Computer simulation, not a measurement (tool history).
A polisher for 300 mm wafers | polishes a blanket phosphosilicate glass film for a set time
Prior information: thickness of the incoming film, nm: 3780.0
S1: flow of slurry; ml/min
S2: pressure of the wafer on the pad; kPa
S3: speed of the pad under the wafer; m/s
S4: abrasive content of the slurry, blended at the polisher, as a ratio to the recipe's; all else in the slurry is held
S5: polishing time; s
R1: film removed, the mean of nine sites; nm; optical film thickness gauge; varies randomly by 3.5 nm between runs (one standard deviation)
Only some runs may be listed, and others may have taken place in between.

{"run": 1, "hour": 0.0, "S1": 230, "S2": 24.8, "S3": 1.24, "S4": 1, "S5": 26, "R1": 283.37}
{"run": 2, "hour": 5.5, "S1": 230, "S2": 24.8, "S3": 1.24, "S4": 1, "S5": 23, "R1": 252.17}
{"run": 3, "hour": 10.2, "S1": 230, "S2": 27.6, "S3": 1.24, "S4": 1, "S5": 23, "R1": 281.2}
{"run": 4, "hour": 14.8, "S1": 230, "S2": 27.6, "S3": 1.24, "S4": 1, "S5": 23, "R1": 278.67}
{"run": 5, "hour": 23.5, "S1": 230, "S2": 27.6, "S3": 1.24, "S4": 1, "S5": 23, "R1": 279.85}
{"run": 6, "hour": 28.5, "S1": 230, "S2": 27.6, "S3": 1.5, "S4": 1, "S5": 23, "R1": 314.08}
{"run": 7, "hour": 36.7, "S1": 235, "S2": 29.6, "S3": 1.5, "S4": 1, "S5": 23, "R1": 332.82}
{"run": 8, "hour": 44.0, "S1": 235, "S2": 31.7, "S3": 1.5, "S4": 1, "S5": 23, "R1": 357.38}
{"run": 9, "hour": 50.3, "S1": 235, "S2": 33.1, "S3": 1.5, "S4": 1, "S5": 23, "R1": 374.2}
{"run": 10, "hour": 52.9, "S1": 235, "S2": 34.5, "S3": 1.5, "S4": 1, "S5": 23, "R1": 386.58}

Predict the results of run 11:
{"run": 11, "hour": 55.6, "S1": 235, "S2": 35.2, "S3": 1.5, "S4": 1, "S5": 23, "R1": "?"}

Run 11 measured R1 391.92 nm.

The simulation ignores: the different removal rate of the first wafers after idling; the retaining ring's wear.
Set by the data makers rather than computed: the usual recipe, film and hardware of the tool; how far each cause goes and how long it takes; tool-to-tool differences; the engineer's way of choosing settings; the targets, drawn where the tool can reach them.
